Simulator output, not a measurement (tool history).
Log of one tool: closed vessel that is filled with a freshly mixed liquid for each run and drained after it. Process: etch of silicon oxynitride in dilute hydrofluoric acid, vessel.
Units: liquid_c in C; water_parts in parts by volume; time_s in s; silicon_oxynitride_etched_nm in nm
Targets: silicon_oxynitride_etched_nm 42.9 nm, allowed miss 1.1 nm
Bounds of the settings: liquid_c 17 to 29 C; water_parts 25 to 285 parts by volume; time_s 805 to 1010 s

{"run": 1, "day": 0.0, "liquid_c": 21, "water_parts": 155, "time_s": 1010, "silicon_oxynitride_etched_nm": 15.554}
{"run": 2, "day": 0.354, "liquid_c": 24, "water_parts": 155, "time_s": 1010, "silicon_oxynitride_etched_nm": 17.755}
{"run": 3, "day": 0.421, "liquid_c": 25.5, "water_parts": 130, "time_s": 1010, "silicon_oxynitride_etched_nm": 23.225}
{"run": 4, "day": 0.488, "liquid_c": 25.5, "water_parts": 185, "time_s": 1010, "silicon_oxynitride_etched_nm": 15.612}
{"run": 5, "day": 0.804, "liquid_c": 26.5, "water_parts": 150, "time_s": 1010, "silicon_oxynitride_etched_nm": 20.722}
{"run": 6, "day": 1.054, "liquid_c": 26.5, "water_parts": 150, "time_s": 805, "silicon_oxynitride_etched_nm": 16.572}
{"run": 7, "day": 1.262, "liquid_c": 27, "water_parts": 115, "time_s": 810, "silicon_oxynitride_etched_nm": 22.845}
{"run": 8, "day": 1.45, "liquid_c": 27.5, "water_parts": 95, "time_s": 810, "silicon_oxynitride_etched_nm": 28.776}
{"run": 9, "day": 1.538, "liquid_c": 27.5, "water_parts": 95, "time_s": 810, "silicon_oxynitride_etched_nm": 28.615}
{"run": 10, "day": 1.875, "liquid_c": 27.5, "water_parts": 95, "time_s": 810, "silicon_oxynitride_etched_nm": 28.946}
{"run": 11, "day": 1.971, "liquid_c": 28, "water_parts": 85, "time_s": 810, "silicon_oxynitride_etched_nm": 33.29}
{"run": 12, "day": 2.146, "liquid_c": 28.5, "water_parts": 80, "time_s": 810, "silicon_oxynitride_etched_nm": 36.395}
{"run": 13, "day": 2.279, "liquid_c": 28.5, "water_parts": 75, "time_s": 810, "silicon_oxynitride_etched_nm": 38.94}

Which of these 5 next moves meets every target?
{"run": "A", "day": 2.412, "liquid_c": 27, "water_parts": 70, "time_s": 830, "silicon_oxynitride_etched_nm": "?"}
{"run": "B", "day": 2.412, "liquid_c": 28.5, "water_parts": 75, "time_s": 945, "silicon_oxynitride_etched_nm": "?"}
{"run": "C", "day": 2.412, "liquid_c": 25.5, "water_parts": 80, "time_s": 1010, "silicon_oxynitride_etched_nm": "?"}
{"run": "D", "day": 2.412, "liquid_c": 26.5, "water_parts": 70, "time_s": 865, "silicon_oxynitride_etched_nm": "?"}
{"run": "E", "day": 2.412, "liquid_c": 28, "water_parts": 80, "time_s": 975, "silicon_oxynitride_etched_nm": "?"}

move=A silicon_oxynitride_etched_nm=40.376
move=B silicon_oxynitride_etched_nm=45.708
move=C silicon_oxynitride_etched_nm=39.716
move=D silicon_oxynitride_etched_nm=41.119
move=E silicon_oxynitride_etched_nm=42.991
A: nearer than the last run, and not there yet
B: takes the result that was furthest off past its target
C: nearer than the last run, and not there yet
D: nearer than the last run, and not there yet
E: meets every target
Answer: E

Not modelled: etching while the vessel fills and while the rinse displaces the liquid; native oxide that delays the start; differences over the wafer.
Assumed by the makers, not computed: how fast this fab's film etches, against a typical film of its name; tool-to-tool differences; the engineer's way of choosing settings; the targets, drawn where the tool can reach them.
